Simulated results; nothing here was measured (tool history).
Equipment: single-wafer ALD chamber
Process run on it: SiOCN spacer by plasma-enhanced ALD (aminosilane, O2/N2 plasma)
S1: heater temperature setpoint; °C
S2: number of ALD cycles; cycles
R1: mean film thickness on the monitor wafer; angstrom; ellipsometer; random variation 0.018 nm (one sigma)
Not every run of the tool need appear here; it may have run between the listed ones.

run  hour   S1   S2      R1
  1     0  390  108  61.301
  2   0.5  390   99  56.132
  3   5.1  395   99  56.375
  4  12.5  395   93  52.507
  5    18  395   89  50.929
  6    24  395   97  54.984
  7    27  395   92  52.679

Expected results for the next run?
  8  31.9  395  75   ?

R1: 42.634 angstrom

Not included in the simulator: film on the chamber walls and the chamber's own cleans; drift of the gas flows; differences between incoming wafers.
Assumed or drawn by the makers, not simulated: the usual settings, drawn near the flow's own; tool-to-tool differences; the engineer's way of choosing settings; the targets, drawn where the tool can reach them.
